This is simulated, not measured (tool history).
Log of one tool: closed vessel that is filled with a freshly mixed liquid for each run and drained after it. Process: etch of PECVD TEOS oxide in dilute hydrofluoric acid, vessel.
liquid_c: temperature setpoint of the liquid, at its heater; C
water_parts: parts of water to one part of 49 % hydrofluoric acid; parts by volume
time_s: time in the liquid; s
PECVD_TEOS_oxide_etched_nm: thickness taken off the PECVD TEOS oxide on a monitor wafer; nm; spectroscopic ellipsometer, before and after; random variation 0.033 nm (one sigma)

Run 1, hour 0: liquid_c 25 C, water_parts 290 parts by volume, time_s 905 s. Result: PECVD_TEOS_oxide_etched_nm 22.087 nm.
Run 2, hour 2.7: liquid_c 25 C, water_parts 290 parts by volume, time_s 905 s. Result: PECVD_TEOS_oxide_etched_nm 21.85 nm.
Run 3, hour 4: liquid_c 25 C, water_parts 370 parts by volume, time_s 905 s. Result: PECVD_TEOS_oxide_etched_nm 15.811 nm.
Run 4, hour 9.5: liquid_c 25 C, water_parts 370 parts by volume, time_s 905 s. Result: PECVD_TEOS_oxide_etched_nm 15.839 nm.
Run 5, hour 17.2: liquid_c 23 C, water_parts 400 parts by volume, time_s 905 s. Result: PECVD_TEOS_oxide_etched_nm 13.487 nm.
Run 6, hour 22: liquid_c 23 C, water_parts 485 parts by volume, time_s 905 s. Result: PECVD_TEOS_oxide_etched_nm 10.277 nm.
Run 7, hour 26.9: liquid_c 21.5 C, water_parts 490 parts by volume, time_s 905 s. Result: PECVD_TEOS_oxide_etched_nm 9.6574 nm.
Run 8, hour 35.1: liquid_c 20.5 C, water_parts 495 parts by volume, time_s 905 s. Result: PECVD_TEOS_oxide_etched_nm 9.2964 nm.
Run 9, hour 38.9: liquid_c 19.5 C, water_parts 500 parts by volume, time_s 905 s. Result: PECVD_TEOS_oxide_etched_nm 8.814 nm.
Run 10, hour 46.4: liquid_c 19.5 C, water_parts 500 parts by volume, time_s 905 s. Result: PECVD_TEOS_oxide_etched_nm 8.8118 nm.
Run 11, hour 53.4: liquid_c 19 C, water_parts 500 parts by volume, time_s 905 s. Result: PECVD_TEOS_oxide_etched_nm 8.6477 nm.

Forecast run 12:
Run 12, hour 56.8: liquid_c 18.5 C, water_parts 500 parts by volume, time_s 905 s. Result: PECVD_TEOS_oxide_etched_nm ?.

{"run 12": {"PECVD_TEOS_oxide_etched_nm": 8.4975}}

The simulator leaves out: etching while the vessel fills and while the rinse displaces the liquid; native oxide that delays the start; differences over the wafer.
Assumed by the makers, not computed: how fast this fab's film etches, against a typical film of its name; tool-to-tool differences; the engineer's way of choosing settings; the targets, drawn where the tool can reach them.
